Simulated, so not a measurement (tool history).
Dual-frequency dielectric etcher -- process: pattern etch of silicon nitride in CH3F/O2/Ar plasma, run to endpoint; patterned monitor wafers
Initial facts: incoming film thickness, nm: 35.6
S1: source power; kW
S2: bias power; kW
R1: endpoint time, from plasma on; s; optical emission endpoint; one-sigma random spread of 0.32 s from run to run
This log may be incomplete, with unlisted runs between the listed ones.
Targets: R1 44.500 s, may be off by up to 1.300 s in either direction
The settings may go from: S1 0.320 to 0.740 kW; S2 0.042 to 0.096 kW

Run 1, hour 0.0: S1 0.530 kW, S2 0.069 kW. Result: R1 50.027 s.
Run 2, hour 7.3: S1 0.440 kW, S2 0.069 kW. Result: R1 53.004 s.
Run 3, hour 9.0: S1 0.440 kW, S2 0.059 kW. Result: R1 55.423 s.
Run 4, hour 13.2: S1 0.520 kW, S2 0.065 kW. Result: R1 51.842 s.
Run 5, hour 19.9: S1 0.570 kW, S2 0.070 kW. Result: R1 48.913 s.
Run 6, hour 28.4: S1 0.570 kW, S2 0.058 kW. Result: R1 51.350 s.
Run 7, hour 30.0: S1 0.620 kW, S2 0.062 kW. Result: R1 48.237 s.
Run 8, hour 36.4: S1 0.650 kW, S2 0.064 kW. Result: R1 47.964 s.
Run 9, hour 39.2: S1 0.680 kW, S2 0.067 kW. Result: R1 46.905 s.
Run 10, hour 41.9: S1 0.700 kW, S2 0.069 kW. Result: R1 45.587 s.

Which single option among these 4 for the next run brings every result within its allowed miss of target? Just one does.
Run A, hour 44.6: S1 0.740 kW, S2 0.055 kW. Result: R1 ?.
Run B, hour 44.6: S1 0.580 kW, S2 0.077 kW. Result: R1 ?.
Run C, hour 44.6: S1 0.740 kW, S2 0.070 kW. Result: R1 ?.
Run D, hour 44.6: S1 0.680 kW, S2 0.064 kW. Result: R1 ?.

move      R1
   A  48.484
   B  47.961
   C  45.472
   D  47.950
A: its largest miss is bigger than the last run's
B: its largest miss is bigger than the last run's
C: every result within its allowed miss
D: its largest miss is bigger than the last run's
C meets every target.
